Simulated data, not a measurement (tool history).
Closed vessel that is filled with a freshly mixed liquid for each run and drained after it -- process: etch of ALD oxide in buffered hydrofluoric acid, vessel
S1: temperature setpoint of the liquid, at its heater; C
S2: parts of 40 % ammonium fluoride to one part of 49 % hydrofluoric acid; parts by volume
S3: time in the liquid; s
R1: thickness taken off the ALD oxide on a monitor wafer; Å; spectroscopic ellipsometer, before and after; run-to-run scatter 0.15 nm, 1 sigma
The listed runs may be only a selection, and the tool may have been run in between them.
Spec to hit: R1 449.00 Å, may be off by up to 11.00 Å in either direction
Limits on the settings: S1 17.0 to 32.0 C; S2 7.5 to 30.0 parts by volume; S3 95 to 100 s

Run 1, day 0.000: S1 24.0 C, S2 21.0 parts by volume, S3 95 s. Result: R1 708.68 Å.
Run 2, day 0.225: S1 26.5 C, S2 21.0 parts by volume, S3 95 s. Result: R1 812.85 Å.
Run 3, day 0.417: S1 24.5 C, S2 21.5 parts by volume, S3 95 s. Result: R1 715.71 Å.
Run 4, day 0.533: S1 24.5 C, S2 25.5 parts by volume, S3 95 s. Result: R1 636.65 Å.
Run 5, day 0.712: S1 23.0 C, S2 25.5 parts by volume, S3 95 s. Result: R1 586.14 Å.
Run 6, day 0.812: S1 23.0 C, S2 25.5 parts by volume, S3 100 s. Result: R1 619.13 Å.
Run 7, day 0.925: S1 21.5 C, S2 25.5 parts by volume, S3 100 s. Result: R1 569.84 Å.
Run 8, day 1.183: S1 20.5 C, S2 25.5 parts by volume, S3 100 s. Result: R1 536.79 Å.

5 candidate next runs follow, results not yet known. Just one meets every target within its allowed miss. Identify it.
Run A, day 1.442: S1 20.0 C, S2 29.5 parts by volume, S3 100 s. Result: R1 ?.
Run B, day 1.442: S1 19.5 C, S2 25.5 parts by volume, S3 95 s. Result: R1 ?.
Run C, day 1.442: S1 19.0 C, S2 29.0 parts by volume, S3 100 s. Result: R1 ?.
Run D, day 1.442: S1 20.0 C, S2 30.0 parts by volume, S3 100 s. Result: R1 ?.
Run E, day 1.442: S1 20.0 C, S2 29.0 parts by volume, S3 100 s. Result: R1 ?.

move      R1
   A  472.27
   B  482.43
   C  451.62
   D  466.82
   E  477.89
A: moves toward the targets from the last run without getting all of them in spec
B: moves toward the targets from the last run without getting all of them in spec
C: meets every target
D: moves toward the targets from the last run without getting all of them in spec
E: moves toward the targets from the last run without getting all of them in spec
C is the move that brings every result within its allowed miss.
